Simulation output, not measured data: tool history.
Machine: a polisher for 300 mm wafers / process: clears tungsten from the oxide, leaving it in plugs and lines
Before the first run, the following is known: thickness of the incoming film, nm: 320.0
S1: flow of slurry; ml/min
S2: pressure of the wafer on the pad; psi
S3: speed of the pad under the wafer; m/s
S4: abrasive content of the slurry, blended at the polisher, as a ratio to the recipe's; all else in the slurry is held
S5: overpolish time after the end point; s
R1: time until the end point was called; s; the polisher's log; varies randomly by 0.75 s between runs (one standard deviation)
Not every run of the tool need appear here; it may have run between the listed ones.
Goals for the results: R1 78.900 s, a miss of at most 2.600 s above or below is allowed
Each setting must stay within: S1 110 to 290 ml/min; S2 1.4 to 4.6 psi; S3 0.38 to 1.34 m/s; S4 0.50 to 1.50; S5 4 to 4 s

run 1 day=0.000 | S1=185 S2=3.0 S3=0.86 S4=1.00 S5=4 | R1=102.270
run 2 day=0.175 | S1=185 S2=3.0 S3=0.86 S4=1.00 S5=4 | R1=102.830
run 3 day=0.367 | S1=190 S2=3.2 S3=0.86 S4=1.00 S5=4 | R1=95.208
run 4 day=0.575 | S1=195 S2=3.3 S3=0.86 S4=1.00 S5=4 | R1=90.938
run 5 day=0.950 | S1=195 S2=3.3 S3=0.86 S4=1.00 S5=4 | R1=93.050
run 6 day=1.317 | S1=195 S2=3.3 S3=0.86 S4=1.00 S5=4 | R1=91.614
run 7 day=1.642 | S1=200 S2=3.4 S3=0.86 S4=1.00 S5=4 | R1=89.592
run 8 day=1.771 | S1=200 S2=3.5 S3=0.86 S4=1.00 S5=4 | R1=84.683
run 9 day=2.004 | S1=205 S2=3.6 S3=0.86 S4=1.00 S5=4 | R1=83.421
run 10 day=2.029 | S1=205 S2=3.7 S3=0.86 S4=1.00 S5=4 | R1=82.778
run 11 day=2.396 | S1=210 S2=3.7 S3=0.86 S4=1.00 S5=4 | R1=82.481

Which single option among these 5 for the next run brings every result within its allowed miss of target? Just one does.
run A day=2.762 | S1=210 S2=3.8 S3=0.80 S4=0.75 S5=4 | R1=?
run B day=2.762 | S1=210 S2=3.7 S3=0.88 S4=1.10 S5=4 | R1=?
run C day=2.762 | S1=150 S2=3.9 S3=0.78 S4=1.30 S5=4 | R1=?
run D day=2.762 | S1=215 S2=3.5 S3=0.82 S4=1.10 S5=4 | R1=?
run E day=2.762 | S1=205 S2=3.3 S3=0.92 S4=0.90 S5=4 | R1=?

move=A R1=90.873
move=B R1=77.464
move=C R1=83.885
move=D R1=87.296
move=E R1=87.406
A: misses by more than the last run did
B: all results in spec
C: misses by more than the last run did
D: misses by more than the last run did
E: misses by more than the last run did
B is the move that brings every result within its allowed miss.

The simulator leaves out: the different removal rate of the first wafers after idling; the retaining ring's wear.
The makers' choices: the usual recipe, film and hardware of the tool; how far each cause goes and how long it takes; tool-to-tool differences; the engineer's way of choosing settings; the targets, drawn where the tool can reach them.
